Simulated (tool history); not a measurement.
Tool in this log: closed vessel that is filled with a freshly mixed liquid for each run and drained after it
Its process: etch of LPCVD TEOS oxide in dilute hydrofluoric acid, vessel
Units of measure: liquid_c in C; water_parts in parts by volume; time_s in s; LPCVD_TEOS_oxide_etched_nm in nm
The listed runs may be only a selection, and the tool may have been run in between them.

Run 1, hour 0: liquid_c 25 C, water_parts 75 parts by volume, time_s 245 s. Result: LPCVD_TEOS_oxide_etched_nm 55.451 nm.
Run 2, hour 1.4: liquid_c 25 C, water_parts 75 parts by volume, time_s 265 s. Result: LPCVD_TEOS_oxide_etched_nm 60.025 nm.
Run 3, hour 10.1: liquid_c 23.5 C, water_parts 75 parts by volume, time_s 265 s. Result: LPCVD_TEOS_oxide_etched_nm 56.083 nm.
Run 4, hour 13.7: liquid_c 22.5 C, water_parts 75 parts by volume, time_s 265 s. Result: LPCVD_TEOS_oxide_etched_nm 53.702 nm.
Run 5, hour 18.4: liquid_c 22.5 C, water_parts 75 parts by volume, time_s 265 s. Result: LPCVD_TEOS_oxide_etched_nm 53.521 nm.
Run 6, hour 25.3: liquid_c 21.5 C, water_parts 75 parts by volume, time_s 265 s. Result: LPCVD_TEOS_oxide_etched_nm 51.718 nm.
Run 7, hour 29.9: liquid_c 21 C, water_parts 75 parts by volume, time_s 265 s. Result: LPCVD_TEOS_oxide_etched_nm 51.239 nm.

What will run 8 give?
Run 8, hour 32.7: liquid_c 20.5 C, water_parts 75 parts by volume, time_s 265 s. Result: LPCVD_TEOS_oxide_etched_nm ?.

LPCVD_TEOS_oxide_etched_nm: 49.365 nm

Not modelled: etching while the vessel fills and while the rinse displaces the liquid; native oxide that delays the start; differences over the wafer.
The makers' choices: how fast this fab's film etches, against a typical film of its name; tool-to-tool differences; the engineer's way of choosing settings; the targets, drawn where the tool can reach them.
